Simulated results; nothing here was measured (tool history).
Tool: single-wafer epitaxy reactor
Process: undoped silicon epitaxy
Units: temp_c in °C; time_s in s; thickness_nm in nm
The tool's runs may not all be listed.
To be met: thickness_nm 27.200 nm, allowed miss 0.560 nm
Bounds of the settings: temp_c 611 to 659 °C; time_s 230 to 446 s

run  hour  temp_c  time_s  thickness_nm
  1   0.0     635     338        38.736
  2   4.5     625     338        30.091
  3   9.9     624     338        29.169
  4  10.6     624     373        31.978
  5  12.3     624     389        33.630
  6  19.3     622     389        31.757
  7  27.5     621     389        30.757
  8  33.8     620     389        30.300
  9  42.5     619     389        29.562
 10  50.9     618     389        28.545
 11  58.3     617     389        28.223

Which of these 4 next moves meets every target?
  A  65.7     621     355             ?
  B  65.7     623     344             ?
  C  65.7     624     331             ?
  D  65.7     620     354             ?

move  thickness_nm
   A        28.551
   B        29.174
   C        28.823
   D        27.723
A: further off than the last run
B: further off than the last run
C: further off than the last run
D: meets every target
Move D is the one to make.

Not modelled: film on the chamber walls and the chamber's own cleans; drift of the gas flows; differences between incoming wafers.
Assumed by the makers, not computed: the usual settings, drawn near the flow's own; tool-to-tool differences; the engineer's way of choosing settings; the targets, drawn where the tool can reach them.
